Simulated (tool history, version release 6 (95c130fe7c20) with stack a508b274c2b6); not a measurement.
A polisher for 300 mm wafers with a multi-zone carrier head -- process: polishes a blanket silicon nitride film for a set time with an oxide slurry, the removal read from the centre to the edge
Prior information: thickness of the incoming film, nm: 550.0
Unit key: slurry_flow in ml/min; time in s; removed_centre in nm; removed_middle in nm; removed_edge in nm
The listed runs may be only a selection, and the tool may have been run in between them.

Run 1, hour 0: slurry_flow 175 ml/min, centre_zone 1, middle_zone 1, edge_zone 1, slurry_solids 1, time 41 s. Result: removed_centre 44.449 nm, removed_middle 45.212 nm, removed_edge 44.847 nm.
Run 2, hour 0.6: slurry_flow 180 ml/min, centre_zone 1.02, middle_zone 1.01, edge_zone 1.05, slurry_solids 1.15, time 43 s. Result: removed_centre 50.503 nm, removed_middle 51.361 nm, removed_edge 50.073 nm.
Run 3, hour 3.5: slurry_flow 180 ml/min, centre_zone 1.02, middle_zone 1.01, edge_zone 1.01, slurry_solids 1.15, time 43 s. Result: removed_centre 50.507 nm, removed_middle 49.215 nm, removed_edge 49.189 nm.
Run 4, hour 6: slurry_flow 180 ml/min, centre_zone 1.02, middle_zone 1, edge_zone 1.06, slurry_solids 1.25, time 46 s. Result: removed_centre 55.592 nm, removed_middle 53.789 nm, removed_edge 55.737 nm.
Run 5, hour 9.2: slurry_flow 180 ml/min, centre_zone 0.99, middle_zone 1, edge_zone 1.06, slurry_solids 1.25, time 46 s. Result: removed_centre 53.837 nm, removed_middle 54.181 nm, removed_edge 55.26 nm.
Run 6, hour 15.2: slurry_flow 180 ml/min, centre_zone 1, middle_zone 1.01, edge_zone 1.1, slurry_solids 1.35, time 48 s. Result: removed_centre 56.944 nm, removed_middle 58.049 nm, removed_edge 61.601 nm.

Run 7 has not been measured yet. What should we expect?
Run 7, hour 16.2: slurry_flow 195 ml/min, centre_zone 1.03, middle_zone 1.03, edge_zone 1.12, slurry_solids 1.4, time 48 s. Result: removed_centre ?, removed_middle ?, removed_edge ?.

{"run 7": {"removed_centre": 60.045, "removed_middle": 60.826, "removed_edge": 62.292}}
